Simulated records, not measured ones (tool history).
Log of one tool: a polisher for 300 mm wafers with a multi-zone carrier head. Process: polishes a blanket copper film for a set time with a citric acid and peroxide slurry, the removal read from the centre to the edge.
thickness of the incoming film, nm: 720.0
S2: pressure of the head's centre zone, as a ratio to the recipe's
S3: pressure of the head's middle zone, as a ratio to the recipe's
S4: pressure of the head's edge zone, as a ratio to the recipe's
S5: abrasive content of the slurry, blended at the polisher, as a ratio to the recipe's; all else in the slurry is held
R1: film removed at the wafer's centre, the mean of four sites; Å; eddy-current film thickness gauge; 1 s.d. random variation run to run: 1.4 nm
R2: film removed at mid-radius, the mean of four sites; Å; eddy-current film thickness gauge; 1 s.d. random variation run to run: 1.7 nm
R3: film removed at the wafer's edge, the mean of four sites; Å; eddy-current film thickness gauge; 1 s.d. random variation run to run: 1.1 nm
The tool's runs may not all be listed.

{"run": 1, "hour": 0.0, "flow of slurry (ml/min)": 150, "S2": 1, "S3": 1, "S4": 1, "S5": 1, "polishing time (s)": 67, "R1": 1396.4, "R2": 1435.1, "R3": 1402.5}
{"run": 2, "hour": 2.5, "flow of slurry (ml/min)": 185, "S2": 1, "S3": 1, "S4": 1, "S5": 1, "polishing time (s)": 67, "R1": 1423.5, "R2": 1481.7, "R3": 1456.2}
{"run": 3, "hour": 10.6, "flow of slurry (ml/min)": 185, "S2": 1, "S3": 1, "S4": 1, "S5": 1, "polishing time (s)": 76, "R1": 1604.9, "R2": 1637.4, "R3": 1667.7}
{"run": 4, "hour": 14.3, "flow of slurry (ml/min)": 175, "S2": 0.99, "S3": 0.95, "S4": 0.95, "S5": 0.85, "polishing time (s)": 73, "R1": 1461.8, "R2": 1401.7, "R3": 1467.2}
{"run": 5, "hour": 16.1, "flow of slurry (ml/min)": 140, "S2": 0.99, "S3": 0.95, "S4": 0.95, "S5": 0.85, "polishing time (s)": 73, "R1": 1429.3, "R2": 1403.2, "R3": 1441.2}
{"run": 6, "hour": 17.4, "flow of slurry (ml/min)": 165, "S2": 0.99, "S3": 0.95, "S4": 0.95, "S5": 0.85, "polishing time (s)": 73, "R1": 1454.6, "R2": 1436.9, "R3": 1467.6}

Expected results for the next run?
{"run": 7, "hour": 19.7, "flow of slurry (ml/min)": 160, "S2": 0.98, "S3": 0.92, "S4": 0.91, "S5": 0.75, "polishing time (s)": 71, "R1": "?", "R2": "?", "R3": "?"}

Run 7 produced R1 1323.6 Å, R2 1322.1 Å, R3 1346.5 Å.
